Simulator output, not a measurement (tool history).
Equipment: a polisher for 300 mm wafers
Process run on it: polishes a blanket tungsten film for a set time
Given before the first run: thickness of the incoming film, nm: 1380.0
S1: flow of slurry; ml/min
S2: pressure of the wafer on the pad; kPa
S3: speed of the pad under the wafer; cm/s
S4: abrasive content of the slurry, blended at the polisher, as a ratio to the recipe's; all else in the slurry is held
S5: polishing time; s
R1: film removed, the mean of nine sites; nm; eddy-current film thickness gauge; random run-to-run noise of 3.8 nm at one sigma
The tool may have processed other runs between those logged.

{"run": 1, "hour": 0.0, "S1": 235, "S2": 19.3, "S3": 110, "S4": 1, "S5": 53, "R1": 171.7}
{"run": 2, "hour": 4.0, "S1": 235, "S2": 20.7, "S3": 110, "S4": 1, "S5": 53, "R1": 182.71}
{"run": 3, "hour": 5.6, "S1": 235, "S2": 22.1, "S3": 110, "S4": 1, "S5": 53, "R1": 194.55}
{"run": 4, "hour": 10.2, "S1": 235, "S2": 22.8, "S3": 112, "S4": 1, "S5": 53, "R1": 202.05}
{"run": 5, "hour": 17.8, "S1": 235, "S2": 22.8, "S3": 102, "S4": 1, "S5": 53, "R1": 185.18}
{"run": 6, "hour": 22.3, "S1": 235, "S2": 23.4, "S3": 104, "S4": 1, "S5": 53, "R1": 192.35}
{"run": 7, "hour": 31.0, "S1": 235, "S2": 24.1, "S3": 106, "S4": 1, "S5": 53, "R1": 200.98}
{"run": 8, "hour": 32.8, "S1": 235, "S2": 24.8, "S3": 108, "S4": 1, "S5": 53, "R1": 205.84}
{"run": 9, "hour": 35.1, "S1": 235, "S2": 25.5, "S3": 112, "S4": 1, "S5": 53, "R1": 223.65}
{"hour": 39.7, "done": "slurry nozzle cleaned"}
{"run": 10, "hour": 39.7, "S1": 235, "S2": 26.2, "S3": 114, "S4": 1, "S5": 53, "R1": 238.29}

What will run 11 give?
{"run": 11, "hour": 47.4, "S1": 235, "S2": 26.9, "S3": 116, "S4": 1, "S5": 53, "R1": "?"}

{"run 11": {"R1": 245.06}}
